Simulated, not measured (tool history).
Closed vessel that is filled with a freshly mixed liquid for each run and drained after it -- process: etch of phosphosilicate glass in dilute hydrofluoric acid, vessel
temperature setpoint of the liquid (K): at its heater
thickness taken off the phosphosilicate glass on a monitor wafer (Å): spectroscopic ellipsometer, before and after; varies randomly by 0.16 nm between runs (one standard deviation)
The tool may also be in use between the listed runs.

run	hour	temperature setpoint of the liquid (K)	parts of water to one part of 49 % hydrofluoric acid (parts by volume)	time in the liquid (s)	thickness taken off the phosphosilicate glass on a monitor wafer (Å)
1	0.0	299.15	75	30	227.24
2	0.9	297.15	75	30	207.21
3	10.0	296.15	75	30	204.18
4	14.6	296.15	75	30	202.23
5	23.9	295.15	75	30	196.97
6	29.8	295.15	75	30	191.83
7	31.4	294.15	75	30	184.92
8	35.4	293.65	75	30	182.47
9	41.8	293.15	75	30	179.35
10	48.9	292.65	75	30	175.44

Run 11 comes next. What will it give?
11	53.6	292.65	75	30	?

{"run 11": {"thickness taken off the phosphosilicate glass on a monitor wafer (Å)": 175.76}}
